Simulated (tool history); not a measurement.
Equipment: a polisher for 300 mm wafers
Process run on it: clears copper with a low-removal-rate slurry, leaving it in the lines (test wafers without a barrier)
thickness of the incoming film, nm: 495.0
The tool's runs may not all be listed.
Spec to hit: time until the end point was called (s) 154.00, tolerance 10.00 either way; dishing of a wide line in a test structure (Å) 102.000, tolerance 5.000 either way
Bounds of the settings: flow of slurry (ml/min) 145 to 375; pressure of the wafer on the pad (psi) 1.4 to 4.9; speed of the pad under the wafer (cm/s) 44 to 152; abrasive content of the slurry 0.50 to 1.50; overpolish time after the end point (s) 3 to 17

run,hour,flow of slurry (ml/min),pressure of the wafer on the pad (psi),speed of the pad under the wafer (cm/s),abrasive content of the slurry,overpolish time after the end point (s),time until the end point was called (s),dishing of a wide line in a test structure (Å)
1,0.0,240,3.1,98,1.00,9,185.70,182.310
2,6.0,240,3.1,98,1.00,6,188.30,122.880
3,8.1,240,3.1,98,1.00,8,179.62,162.770
4,9.2,240,3.1,98,1.15,8,187.93,167.700
5,17.7,240,2.4,98,1.15,8,218.03,137.810
6,21.7,240,3.1,98,1.15,8,179.69,173.740
7,26.1,240,3.2,102,1.00,7,171.52,152.940
8,28.8,240,3.2,102,1.00,7,171.75,153.140
9,36.3,240,3.3,104,0.90,6,169.19,136.070
10,39.2,235,3.9,106,0.65,3,163.32,75.439
11,45.6,235,3.8,108,0.70,3,157.82,79.446
12,50.5,235,3.7,110,0.75,3,155.55,77.717
13,57.2,215,4.0,108,0.60,6,155.23,153.190
14,59.7,245,3.9,108,0.65,6,153.86,148.760
15,67.5,255,3.8,108,0.70,5,160.09,125.650
16,71.1,235,3.8,108,0.70,5,157.13,126.060
17,74.2,235,3.8,108,0.75,5,153.96,126.020

4 candidate next runs follow, results not yet known. Just one meets every target within its allowed miss. Identify it.
A,77.3,285,4.2,92,0.80,5,?,?
B,77.3,150,4.4,98,0.80,5,?,?
C,77.3,240,3.7,98,0.80,5,?,?
D,77.3,255,3.3,124,0.65,4,?,?

move,time until the end point was called (s),dishing of a wide line in a test structure (Å)
A,162.18,124.090
B,154.46,130.040
C,172.69,116.700
D,159.19,101.820
A: moves toward the targets from the last run without getting all of them in spec
B: further off than the last run
C: moves toward the targets from the last run without getting all of them in spec
D: all results land within tolerance of their targets
Go with D: it meets all targets.
